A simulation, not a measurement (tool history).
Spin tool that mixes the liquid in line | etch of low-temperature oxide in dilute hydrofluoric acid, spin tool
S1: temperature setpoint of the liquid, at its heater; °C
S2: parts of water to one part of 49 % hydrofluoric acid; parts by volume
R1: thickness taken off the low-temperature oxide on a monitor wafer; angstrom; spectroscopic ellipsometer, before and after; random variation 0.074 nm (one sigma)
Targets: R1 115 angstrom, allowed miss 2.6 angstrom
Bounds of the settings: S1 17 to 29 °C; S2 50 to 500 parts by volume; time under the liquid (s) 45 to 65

run 1 day=0 | S1=21 S2=275 time_under_the_liquid_(s)=65 | R1=49.145
run 2 day=0.042 | S1=21 S2=370 time_under_the_liquid_(s)=65 | R1=33.523
run 3 day=0.338 | S1=21 S2=370 time_under_the_liquid_(s)=45 | R1=23.583
run 4 day=0.604 | S1=24.5 S2=370 time_under_the_liquid_(s)=45 | R1=26.268
run 5 day=0.904 | S1=27 S2=370 time_under_the_liquid_(s)=45 | R1=28.191
run 6 day=1.167 | S1=27.5 S2=275 time_under_the_liquid_(s)=45 | R1=42.623
run 7 day=1.292 | S1=27.5 S2=200 time_under_the_liquid_(s)=45 | R1=64.213
run 8 day=1.562 | S1=27.5 S2=160 time_under_the_liquid_(s)=45 | R1=83.905
run 9 day=1.929 | S1=27.5 S2=160 time_under_the_liquid_(s)=45 | R1=83.741
run 10 day=2.296 | S1=27.5 S2=140 time_under_the_liquid_(s)=45 | R1=99.733
run 11 day=2.654 | S1=27.5 S2=130 time_under_the_liquid_(s)=45 | R1=107.96
run 12 day=2.683 | S1=27.5 S2=125 time_under_the_liquid_(s)=45 | R1=113.55
run 13 day=2.808 | S1=27 S2=125 time_under_the_liquid_(s)=45 | R1=109.07

Which of these 5 next moves meets every target?
run A day=2.933 | S1=27 S2=135 time_under_the_liquid_(s)=45 | R1=?
run B day=2.933 | S1=29 S2=185 time_under_the_liquid_(s)=65 | R1=?
run C day=2.933 | S1=28.5 S2=140 time_under_the_liquid_(s)=45 | R1=?
run D day=2.933 | S1=26.5 S2=185 time_under_the_liquid_(s)=65 | R1=?
run E day=2.933 | S1=27 S2=120 time_under_the_liquid_(s)=45 | R1=?

move=A R1=100.48
move=B R1=107.08
move=C R1=101.79
move=D R1=97.906
move=E R1=115.2
A: further off than the last run
B: further off than the last run
C: further off than the last run
D: further off than the last run
E: meets every target
Answer: E
